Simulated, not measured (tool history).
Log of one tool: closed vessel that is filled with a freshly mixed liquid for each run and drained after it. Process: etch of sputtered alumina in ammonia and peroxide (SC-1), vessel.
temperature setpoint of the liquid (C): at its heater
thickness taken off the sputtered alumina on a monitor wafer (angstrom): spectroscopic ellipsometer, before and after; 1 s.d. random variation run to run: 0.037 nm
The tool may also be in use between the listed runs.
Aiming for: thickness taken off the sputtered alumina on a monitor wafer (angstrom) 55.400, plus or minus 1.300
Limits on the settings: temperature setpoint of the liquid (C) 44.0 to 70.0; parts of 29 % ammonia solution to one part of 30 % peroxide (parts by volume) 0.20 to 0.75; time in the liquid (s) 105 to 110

| run | hour | temperature setpoint of the liquid (C) | parts of 29 % ammonia solution to one part of 30 % peroxide (parts by volume) | time in the liquid (s) | thickness taken off the sputtered alumina on a monitor wafer (angstrom) |
|---|---|---|---|---|---|
| 1 | 0.0 | 60.0 | 0.45 | 105 | 78.685 |
| 2 | 1.4 | 66.5 | 0.45 | 105 | 109.200 |
| 3 | 8.0 | 66.5 | 0.30 | 105 | 105.030 |
| 4 | 13.4 | 70.0 | 0.30 | 105 | 123.760 |
|  | 17.1 | ammonia flow meter replaced |
| 5 | 17.1 | 70.0 | 0.40 | 105 | 126.250 |
| 6 | 22.9 | 65.0 | 0.40 | 105 | 99.596 |
| 7 | 25.5 | 61.5 | 0.40 | 105 | 82.667 |
| 8 | 34.3 | 59.0 | 0.40 | 105 | 73.833 |
| 9 | 36.1 | 57.5 | 0.40 | 105 | 67.638 |
| 10 | 38.2 | 56.5 | 0.40 | 105 | 63.702 |
| 11 | 42.2 | 55.5 | 0.40 | 105 | 61.001 |
| 12 | 51.3 | 55.0 | 0.40 | 105 | 59.464 |
| 13 | 60.0 | 55.0 | 0.40 | 105 | 59.825 |
| 14 | 68.2 | 54.5 | 0.40 | 105 | 57.645 |

5 next moves are on the table. One of them brings every result within its allowed miss. Which?
| A | 76.4 | 52.5 | 0.45 | 110 | ? |
| B | 76.4 | 54.0 | 0.55 | 105 | ? |
| C | 76.4 | 54.0 | 0.35 | 110 | ? |
| D | 76.4 | 54.0 | 0.40 | 110 | ? |
| E | 76.4 | 54.5 | 0.45 | 110 | ? |

| move | thickness taken off the sputtered alumina on a monitor wafer (angstrom) |
|---|---|
| A | 55.255 |
| B | 58.275 |
| C | 58.486 |
| D | 59.232 |
| E | 61.520 |
A: every result lands within tolerance
B: moves away from the targets compared with the last run
C: moves away from the targets compared with the last run
D: moves away from the targets compared with the last run
E: moves away from the targets compared with the last run
The right move is A.
